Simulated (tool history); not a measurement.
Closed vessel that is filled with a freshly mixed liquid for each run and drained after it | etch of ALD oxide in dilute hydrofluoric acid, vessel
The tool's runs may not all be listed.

run    day  temperature setpoint of the liquid (°C)  parts of water to one part of 49 % hydrofluoric acid (parts by volume)  time in the liquid (s)  thickness taken off the ALD oxide on a monitor wafer (nm)
  1  0.000                                       20                                                                      40                      90                                                     59.934
  2  0.158                                       17                                                                      40                      90                                                     52.429
  3  0.379                                       17                                                                      40                      95                                                     56.132
  4  0.421                                       17                                                                      40                      95                                                     55.071
  5  0.758                                       17                                                                      40                      95                                                     55.552
  6  0.838                                       18                                                                      40                      95                                                     57.711

The next listed run, before its measurement:
  7  1.171                                       19                                                                      40                      95                                                          ?

Run 7 gave thickness taken off the ALD oxide on a monitor wafer (nm) 60.155.
